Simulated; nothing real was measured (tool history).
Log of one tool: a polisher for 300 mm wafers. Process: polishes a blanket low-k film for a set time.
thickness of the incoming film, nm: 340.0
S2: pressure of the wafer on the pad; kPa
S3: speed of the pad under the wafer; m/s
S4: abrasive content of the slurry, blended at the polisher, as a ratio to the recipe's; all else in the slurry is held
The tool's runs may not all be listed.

run 1 hour=0.0 | flow_of_slurry_(ml/min)=255 S2=16.5 S3=0.92 S4=1.0 polishing_time_(s)=58 | film_removed_(Å)=326.30
run 2 hour=1.9 | flow_of_slurry_(ml/min)=255 S2=20.7 S3=0.92 S4=1.0 polishing_time_(s)=58 | film_removed_(Å)=391.50
run 3 hour=6.1 | flow_of_slurry_(ml/min)=255 S2=21.4 S3=0.94 S4=1.0 polishing_time_(s)=58 | film_removed_(Å)=402.38
run 4 hour=9.9 | flow_of_slurry_(ml/min)=255 S2=24.8 S3=0.94 S4=1.0 polishing_time_(s)=58 | film_removed_(Å)=465.73
run 5 hour=17.8 | flow_of_slurry_(ml/min)=255 S2=24.8 S3=0.94 S4=1.0 polishing_time_(s)=58 | film_removed_(Å)=463.35
run 6 hour=18.9 | flow_of_slurry_(ml/min)=315 S2=24.8 S3=0.94 S4=1.0 polishing_time_(s)=58 | film_removed_(Å)=468.84
run 7 hour=25.5 | flow_of_slurry_(ml/min)=315 S2=24.8 S3=0.96 S4=1.0 polishing_time_(s)=58 | film_removed_(Å)=474.26

Forecast run 8:
run 8 hour=27.0 | flow_of_slurry_(ml/min)=315 S2=24.8 S3=0.98 S4=1.0 polishing_time_(s)=58 | film_removed_(Å)=?

Run 8 gave film removed (Å) 487.22.
